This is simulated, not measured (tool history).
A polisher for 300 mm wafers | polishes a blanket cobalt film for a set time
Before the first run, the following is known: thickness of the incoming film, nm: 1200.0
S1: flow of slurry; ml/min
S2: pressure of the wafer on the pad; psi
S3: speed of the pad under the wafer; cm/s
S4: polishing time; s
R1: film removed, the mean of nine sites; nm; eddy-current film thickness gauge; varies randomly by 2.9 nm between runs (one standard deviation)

run 1 hour=0 | S1=225 S2=1.4 S3=76 S4=124 | R1=314.03
run 2 hour=2.9 | S1=225 S2=1.3 S3=76 S4=124 | R1=285.88
run 3 hour=3.8 | S1=225 S2=1.3 S3=68 S4=124 | R1=262.99
run 4 hour=10.3 | S1=225 S2=1.3 S3=78 S4=124 | R1=301.89
run 5 hour=17.7 | S1=280 S2=1.3 S3=78 S4=124 | R1=307.14
run 6 hour=25.1 | S1=245 S2=1.3 S3=78 S4=124 | R1=299.31

What will run 7 give?
run 7 hour=31.3 | S1=245 S2=1.2 S3=78 S4=124 | R1=?

Logged for run 7: R1 283.75 nm.
